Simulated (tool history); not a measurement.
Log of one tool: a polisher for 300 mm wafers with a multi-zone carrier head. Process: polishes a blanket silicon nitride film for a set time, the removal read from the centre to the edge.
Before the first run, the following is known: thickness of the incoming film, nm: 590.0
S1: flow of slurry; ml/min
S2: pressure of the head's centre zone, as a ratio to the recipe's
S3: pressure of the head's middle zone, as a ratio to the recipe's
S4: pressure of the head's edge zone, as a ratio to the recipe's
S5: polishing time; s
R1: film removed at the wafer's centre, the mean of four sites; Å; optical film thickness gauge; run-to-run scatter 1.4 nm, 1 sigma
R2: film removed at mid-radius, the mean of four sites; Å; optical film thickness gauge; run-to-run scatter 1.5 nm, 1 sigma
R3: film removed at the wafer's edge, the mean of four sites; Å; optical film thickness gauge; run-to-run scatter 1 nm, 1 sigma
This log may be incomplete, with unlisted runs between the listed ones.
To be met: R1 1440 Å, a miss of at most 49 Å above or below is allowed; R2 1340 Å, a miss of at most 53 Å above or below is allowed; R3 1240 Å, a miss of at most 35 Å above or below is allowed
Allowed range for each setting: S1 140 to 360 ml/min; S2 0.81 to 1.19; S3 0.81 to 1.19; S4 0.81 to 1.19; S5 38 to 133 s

run	hour	S1	S2	S3	S4	S5	R1	R2	R3
1	0	230	1	1	1	85	1613.7	1662.9	1640
2	5.2	230	1	1	1	69	1314	1342.7	1320.3
3	7.7	235	1.02	1	0.98	69	1320.8	1330.3	1307.3
4	12.7	235	1.04	1.01	0.97	69	1327	1343.5	1313.7
5	20.6	180	1.04	1.01	0.97	69	1300.4	1296.5	1295.5
6	21.4	180	1.04	1.01	0.97	50	953.05	938.43	906.52
7	22.2	205	1.07	1.02	0.97	52	1029.4	1023.6	971
8	23.1	225	1.09	1.02	0.96	54	1096.3	1066.7	1012.6
9	31.1	240	1.11	1.02	0.97	55	1129.8	1072.6	1038.2

Which of these 5 next moves meets every target?
A	39.1	195	1.15	1	0.95	48	?	?	?
B	39.1	265	1.19	0.89	1.07	67	?	?	?
C	39.1	225	1.13	0.91	1.1	68	?	?	?
D	39.1	215	1.11	0.93	1.07	61	?	?	?
E	39.1	225	1.19	1.09	1	64	?	?	?

move	R1	R2	R3
A	1029.3	901.37	872.59
B	1551.2	1185.6	1329.9
C	1463.1	1202.8	1348.8
D	1280.9	1092.4	1187.7
E	1452.5	1318	1208.1
A: lands further from the targets than the last run did
B: takes the result that was furthest off past its target
C: puts the biggest miss on target and leaves a different result outside tolerance
D: nearer the targets than the last run, but a result is still out of spec
E: every result within its allowed miss
The move that meets every target is E.
